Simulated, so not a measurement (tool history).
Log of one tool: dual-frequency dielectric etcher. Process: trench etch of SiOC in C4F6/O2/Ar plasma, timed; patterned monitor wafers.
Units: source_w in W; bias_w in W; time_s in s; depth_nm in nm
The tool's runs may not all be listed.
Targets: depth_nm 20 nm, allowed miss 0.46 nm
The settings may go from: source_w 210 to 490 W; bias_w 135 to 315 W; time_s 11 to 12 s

{"run": 1, "hour": 0.0, "source_w": 350, "bias_w": 225, "time_s": 12, "depth_nm": 27.427}
{"run": 2, "hour": 1.7, "source_w": 400, "bias_w": 225, "time_s": 12, "depth_nm": 29.628}
{"run": 3, "hour": 7.3, "source_w": 450, "bias_w": 225, "time_s": 12, "depth_nm": 31.506}
{"run": 4, "hour": 15.7, "source_w": 410, "bias_w": 206, "time_s": 12, "depth_nm": 29.126}
{"run": 5, "hour": 16.3, "source_w": 410, "bias_w": 206, "time_s": 11, "depth_nm": 26.884}
{"run": 6, "hour": 23.2, "source_w": 350, "bias_w": 206, "time_s": 11, "depth_nm": 24.434}
{"run": 7, "hour": 27.8, "source_w": 330, "bias_w": 204, "time_s": 11, "depth_nm": 23.399}
{"run": 8, "hour": 33.6, "source_w": 310, "bias_w": 203, "time_s": 11, "depth_nm": 22.328}
{"run": 9, "hour": 34.6, "source_w": 300, "bias_w": 202, "time_s": 11, "depth_nm": 22.061}
{"run": 10, "hour": 38.8, "source_w": 290, "bias_w": 201, "time_s": 11, "depth_nm": 21.261}

Which of these 5 next moves meets every target?
{"run": "A", "hour": 43.0, "source_w": 240, "bias_w": 212, "time_s": 11, "depth_nm": "?"}
{"run": "B", "hour": 43.0, "source_w": 260, "bias_w": 181, "time_s": 11, "depth_nm": "?"}
{"run": "C", "hour": 43.0, "source_w": 230, "bias_w": 273, "time_s": 11, "depth_nm": "?"}
{"run": "D", "hour": 43.0, "source_w": 260, "bias_w": 189, "time_s": 11, "depth_nm": "?"}
{"run": "E", "hour": 43.0, "source_w": 250, "bias_w": 169, "time_s": 11.5, "depth_nm": "?"}

move=A depth_nm=18.889
move=B depth_nm=19.1
move=C depth_nm=19.914
move=D depth_nm=19.376
move=E depth_nm=18.926
A: takes the result that was furthest off past its target
B: takes the result that was furthest off past its target
C: meets every target
D: takes the result that was furthest off past its target
E: takes the result that was furthest off past its target
Answer: C
